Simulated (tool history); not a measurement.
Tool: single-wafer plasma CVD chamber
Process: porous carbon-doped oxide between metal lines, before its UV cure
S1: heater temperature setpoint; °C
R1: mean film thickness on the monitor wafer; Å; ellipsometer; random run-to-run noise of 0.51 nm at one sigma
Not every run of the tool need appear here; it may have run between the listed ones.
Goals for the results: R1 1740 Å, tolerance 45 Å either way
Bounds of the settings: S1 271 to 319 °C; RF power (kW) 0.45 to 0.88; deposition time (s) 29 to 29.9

Run 1, hour 0: S1 295 °C, RF power (kW) 0.665, deposition time (s) 29. Result: R1 2138.2 Å.
Run 2, hour 4.6: S1 295 °C, RF power (kW) 0.63, deposition time (s) 29. Result: R1 2058.4 Å.
Run 3, hour 11.3: S1 300 °C, RF power (kW) 0.61, deposition time (s) 29. Result: R1 1962.1 Å.
Run 4, hour 15: S1 304 °C, RF power (kW) 0.595, deposition time (s) 29. Result: R1 1885.5 Å.
Run 5, hour 23: S1 309 °C, RF power (kW) 0.595, deposition time (s) 29. Result: R1 1838.8 Å.
Run 6, hour 29.1: S1 309 °C, RF power (kW) 0.595, deposition time (s) 29.9. Result: R1 1882.5 Å.
Run 7, hour 29.9: S1 311 °C, RF power (kW) 0.585, deposition time (s) 29.9. Result: R1 1841.7 Å.
Run 8, hour 31.1: S1 313 °C, RF power (kW) 0.58, deposition time (s) 29.9. Result: R1 1814.8 Å.
Run 9, hour 33: S1 313 °C, RF power (kW) 0.58, deposition time (s) 29.9. Result: R1 1830 Å.
Run 10, hour 35.2: S1 314 °C, RF power (kW) 0.57, deposition time (s) 29.9. Result: R1 1790.7 Å.

Next run, 4 choices. One meets every target within its allowed miss, the rest don't. Which?
Run A, hour 37.4: S1 309 °C, RF power (kW) 0.58, deposition time (s) 29.9. Result: R1 ?.
Run B, hour 37.4: S1 313 °C, RF power (kW) 0.63, deposition time (s) 29. Result: R1 ?.
Run C, hour 37.4: S1 316 °C, RF power (kW) 0.615, deposition time (s) 29.9. Result: R1 ?.
Run D, hour 37.4: S1 312 °C, RF power (kW) 0.57, deposition time (s) 29. Result: R1 ?.

move      R1
   A  1852.4
   B  1856.6
   C  1853.2
   D  1749.6
A: its largest miss is bigger than the last run's
B: its largest miss is bigger than the last run's
C: its largest miss is bigger than the last run's
D: every result lands within tolerance
The move that meets every target is D.

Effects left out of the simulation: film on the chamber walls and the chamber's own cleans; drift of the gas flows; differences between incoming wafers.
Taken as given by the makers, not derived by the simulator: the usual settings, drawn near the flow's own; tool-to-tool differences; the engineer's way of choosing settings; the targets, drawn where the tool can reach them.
